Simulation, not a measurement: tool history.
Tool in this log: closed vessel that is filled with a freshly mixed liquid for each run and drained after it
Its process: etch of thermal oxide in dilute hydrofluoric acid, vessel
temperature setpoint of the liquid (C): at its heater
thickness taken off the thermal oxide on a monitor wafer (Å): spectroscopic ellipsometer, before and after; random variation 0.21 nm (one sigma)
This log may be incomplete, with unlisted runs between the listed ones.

run  hour  temperature setpoint of the liquid (C)  parts of water to one part of 49 % hydrofluoric acid (parts by volume)  time in the liquid (s)  thickness taken off the thermal oxide on a monitor wafer (Å)
  1   0.0                                    23.0                                                                      80                    1175                                                        702.06
  2   6.1                                    21.5                                                                      85                    1175                                                        612.11
  3   8.4                                    20.5                                                                      85                    1175                                                        591.12
  4  14.3                                    19.5                                                                      90                    1175                                                        533.83
  5  23.0                                    19.5                                                                      90                    1175                                                        530.55
  6  25.6                                    19.0                                                                      90                    1175                                                        526.21
  7  27.5                                    18.5                                                                      90                    1175                                                        512.64
  8  34.8                                    18.5                                                                      90                    1175                                                        511.11
  9  41.7                                    18.0                                                                      90                    1175                                                        501.72
 10  47.5                                    17.5                                                                      95                    1175                                                        461.78

Run 11, settings as shown, results not yet in. Your forecast:
 11  56.3                                    17.0                                                                      95                    1175                                                             ?

thickness taken off the thermal oxide on a monitor wafer (Å): 450.63

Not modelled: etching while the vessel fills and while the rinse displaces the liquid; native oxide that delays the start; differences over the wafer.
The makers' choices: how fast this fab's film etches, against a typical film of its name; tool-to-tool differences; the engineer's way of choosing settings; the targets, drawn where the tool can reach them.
